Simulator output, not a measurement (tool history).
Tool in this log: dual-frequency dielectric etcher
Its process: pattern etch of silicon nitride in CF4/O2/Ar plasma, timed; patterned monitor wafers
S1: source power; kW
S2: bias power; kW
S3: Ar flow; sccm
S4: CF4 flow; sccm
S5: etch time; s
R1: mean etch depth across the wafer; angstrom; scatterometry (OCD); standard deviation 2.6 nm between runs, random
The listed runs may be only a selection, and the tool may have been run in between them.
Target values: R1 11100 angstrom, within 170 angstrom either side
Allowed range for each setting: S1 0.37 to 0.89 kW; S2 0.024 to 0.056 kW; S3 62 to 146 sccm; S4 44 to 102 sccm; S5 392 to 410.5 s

run,hour,S1,S2,S3,S4,S5,R1
1,0,0.63,0.04,104,73,392,7736.1
2,5.4,0.63,0.04,104,85,392,7956.6
3,12.9,0.67,0.04,104,85,392,8435.1
4,14.2,0.6,0.04,104,85,392,7600.2
5,19,0.6,0.04,104,79,392,7531.8
6,26.1,0.64,0.04,104,79,392,7995.4
7,32.2,0.67,0.04,104,79,392,8335.2
8,34,0.7,0.04,104,79,392,8668
9,39.9,0.7,0.04,104,79,392,8687.9
10,42.2,0.73,0.04,104,79,392,9040.1
11,45,0.86,0.041,104,79,392,10646

Exercise: of the 4 proposed moves below, exactly one satisfies all targets within the stated allowed misses. Which move is it?
A,47.8,0.89,0.041,111,89,404,?
B,47.8,0.85,0.047,122,72,402,?
C,47.8,0.88,0.046,100,73,404,?
D,47.8,0.79,0.041,100,81,410.5,?

move,R1
A,11449
B,11067
C,11741
D,10415
A: the result that was furthest off in the last run now lies on the other side of its target
B: meets every target
C: the result that was furthest off in the last run now lies on the other side of its target
D: misses by more than the last run did
The move that meets every target is B.
